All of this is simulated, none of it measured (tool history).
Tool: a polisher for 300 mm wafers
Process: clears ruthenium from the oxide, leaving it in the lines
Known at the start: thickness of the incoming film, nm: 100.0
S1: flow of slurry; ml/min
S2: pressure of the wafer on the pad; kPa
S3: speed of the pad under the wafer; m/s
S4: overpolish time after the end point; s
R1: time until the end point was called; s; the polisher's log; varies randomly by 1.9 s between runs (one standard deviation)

run    day   S1    S2    S3  S4      R1
  1      0  135  12.4  1.18  12  79.939
  2  0.358  135  15.2  1.18  12  64.713
  3  0.562  130  12.4  1.14  12  81.769
  4  0.871  130  10.3  1.08  12  103.66
      1.05  -- head pressure recalibrated
  5   1.05  130     9  1.08  12  106.39
  6    1.1  130     9  1.08  12  105.46

Run 7, settings as shown, results not yet in. Your forecast:
  7  1.425  120  5.5  0.98  12   ?

{"run 7": {"R1": 186.73}}
